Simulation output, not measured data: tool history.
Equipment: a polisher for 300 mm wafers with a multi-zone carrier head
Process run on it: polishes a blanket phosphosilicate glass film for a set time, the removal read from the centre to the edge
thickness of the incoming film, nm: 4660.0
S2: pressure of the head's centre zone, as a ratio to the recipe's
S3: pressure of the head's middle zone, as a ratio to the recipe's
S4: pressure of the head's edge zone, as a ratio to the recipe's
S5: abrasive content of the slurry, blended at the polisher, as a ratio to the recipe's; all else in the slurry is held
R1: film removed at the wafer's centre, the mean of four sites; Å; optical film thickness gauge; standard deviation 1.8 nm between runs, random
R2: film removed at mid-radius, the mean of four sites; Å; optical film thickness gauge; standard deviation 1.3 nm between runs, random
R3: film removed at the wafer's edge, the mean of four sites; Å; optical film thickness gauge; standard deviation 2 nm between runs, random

{"run": 1, "hour": 0.0, "flow of slurry (ml/min)": 150, "S2": 1.0, "S3": 1.0, "S4": 1.0, "S5": 1.0, "polishing time (s)": 50, "R1": 4008.4, "R2": 4036.7, "R3": 3979.9}
{"run": 2, "hour": 7.8, "flow of slurry (ml/min)": 140, "S2": 0.97, "S3": 0.98, "S4": 1.0, "S5": 0.9, "polishing time (s)": 46, "R1": 3293.5, "R2": 3406.7, "R3": 3391.1}
{"run": 3, "hour": 15.7, "flow of slurry (ml/min)": 130, "S2": 0.94, "S3": 0.95, "S4": 1.0, "S5": 0.85, "polishing time (s)": 44, "R1": 2952.5, "R2": 3065.1, "R3": 3148.0}
{"run": 4, "hour": 17.7, "flow of slurry (ml/min)": 130, "S2": 0.99, "S3": 0.95, "S4": 1.0, "S5": 0.85, "polishing time (s)": 44, "R1": 3071.7, "R2": 3073.8, "R3": 3241.0}
{"run": 5, "hour": 20.6, "flow of slurry (ml/min)": 125, "S2": 0.96, "S3": 0.93, "S4": 1.0, "S5": 0.8, "polishing time (s)": 42, "R1": 2758.5, "R2": 2726.0, "R3": 2898.2}
{"run": 6, "hour": 28.3, "flow of slurry (ml/min)": 120, "S2": 0.93, "S3": 0.93, "S4": 1.01, "S5": 0.75, "polishing time (s)": 40, "R1": 2429.3, "R2": 2491.8, "R3": 2675.3}
{"run": 7, "hour": 36.1, "flow of slurry (ml/min)": 115, "S2": 0.91, "S3": 0.93, "S4": 1.01, "S5": 0.7, "polishing time (s)": 39, "R1": 2224.0, "R2": 2319.4, "R3": 2511.8}
{"run": 8, "hour": 44.2, "flow of slurry (ml/min)": 90, "S2": 0.81, "S3": 0.91, "S4": 0.95, "S5": 0.5, "polishing time (s)": 35, "R1": 1241.9, "R2": 1498.3, "R3": 1658.7}

Estimate the outcome of run 9 from the log above:
{"run": 9, "hour": 48.9, "flow of slurry (ml/min)": 105, "S2": 0.81, "S3": 0.91, "S4": 0.96, "S5": 0.5, "polishing time (s)": 35, "R1": "?", "R2": "?", "R3": "?"}

{"run 9": {"R1": 1332.7, "R2": 1566.5, "R3": 1682.6}}
